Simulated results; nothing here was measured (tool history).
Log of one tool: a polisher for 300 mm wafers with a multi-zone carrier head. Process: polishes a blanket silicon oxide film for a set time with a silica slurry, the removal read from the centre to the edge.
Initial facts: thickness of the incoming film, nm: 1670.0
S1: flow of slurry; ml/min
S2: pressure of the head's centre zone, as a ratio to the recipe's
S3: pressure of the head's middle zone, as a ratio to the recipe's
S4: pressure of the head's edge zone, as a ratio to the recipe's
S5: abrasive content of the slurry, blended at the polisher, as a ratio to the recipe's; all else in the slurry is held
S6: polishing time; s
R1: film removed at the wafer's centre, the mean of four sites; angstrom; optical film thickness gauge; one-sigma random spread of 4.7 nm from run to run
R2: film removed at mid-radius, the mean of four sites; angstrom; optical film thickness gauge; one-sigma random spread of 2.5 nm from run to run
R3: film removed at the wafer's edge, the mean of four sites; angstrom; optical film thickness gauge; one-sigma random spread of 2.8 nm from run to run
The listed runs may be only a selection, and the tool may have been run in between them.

run  hour   S1    S2    S3    S4    S5  S6      R1      R2      R3
  1     0  205     1     1     1     1  58  2469.6  2623.1  2501.4
  2   5.9  210  1.01  1.01  1.02  1.05  58  2609.3  2734.5  2633.8
  3  12.8  215  1.02  1.02  1.03  1.05  58  2636.1  2812.4  2649.8
  4    16  195  1.02  1.02  1.03  1.05  58  2638.4  2717.9  2614.1
  5  23.5  195  1.02  0.97  1.03  1.05  58  2612.1  2614.7  2580.5
  6  30.3  205  1.03  0.98  1.05  1.05  58    2631  2651.7  2625.5
  7  37.4  210  1.04  0.99  1.06  1.05  58  2651.2  2714.5  2656.4

For run 8, what comes out?
  8  43.8  210  1.05  0.99  1.07  1.05  58   ?   ?   ?

Run 8 measured R1 2775.7 angstrom, R2 2680.5 angstrom, R3 2699.9 angstrom.

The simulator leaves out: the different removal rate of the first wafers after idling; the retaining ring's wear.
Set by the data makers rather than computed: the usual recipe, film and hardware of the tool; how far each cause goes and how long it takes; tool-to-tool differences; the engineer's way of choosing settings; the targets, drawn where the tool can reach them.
